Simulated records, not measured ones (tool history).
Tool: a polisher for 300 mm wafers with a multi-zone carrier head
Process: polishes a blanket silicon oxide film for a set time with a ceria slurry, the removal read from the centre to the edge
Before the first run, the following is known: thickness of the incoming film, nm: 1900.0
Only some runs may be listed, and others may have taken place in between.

run	day	flow of slurry (ml/min)	pressure of the head's centre zone	pressure of the head's middle zone	pressure of the head's edge zone	polishing time (s)	film removed at the wafer's centre (angstrom)	film removed at mid-radius (angstrom)	film removed at the wafer's edge (angstrom)
1	0.000	180	1.00	1.00	1.00	75	2823.6	2886.6	2933.8
2	0.075	180	1.00	1.00	0.93	75	2816.8	2836.2	2879.3
3	0.208	180	1.07	1.00	0.93	75	3055.2	2871.7	2819.4
4	0.483	185	1.04	1.01	0.98	81	3180.6	3118.1	3185.6
5	0.858	220	1.04	1.01	0.98	81	3296.4	3208.1	3164.6
6	0.904	200	1.03	1.04	1.02	86	3384.4	3408.6	3332.8
7	1.221	200	1.00	1.04	1.04	91	3529.2	3658.7	3698.3

Forecast run 8:
8	1.371	245	0.96	1.11	1.14	93	?	?	?

{"run 8": {"film removed at the wafer's centre (angstrom)": 3506.1, "film removed at mid-radius (angstrom)": 3948.1, "film removed at the wafer's edge (angstrom)": 3901.8}}

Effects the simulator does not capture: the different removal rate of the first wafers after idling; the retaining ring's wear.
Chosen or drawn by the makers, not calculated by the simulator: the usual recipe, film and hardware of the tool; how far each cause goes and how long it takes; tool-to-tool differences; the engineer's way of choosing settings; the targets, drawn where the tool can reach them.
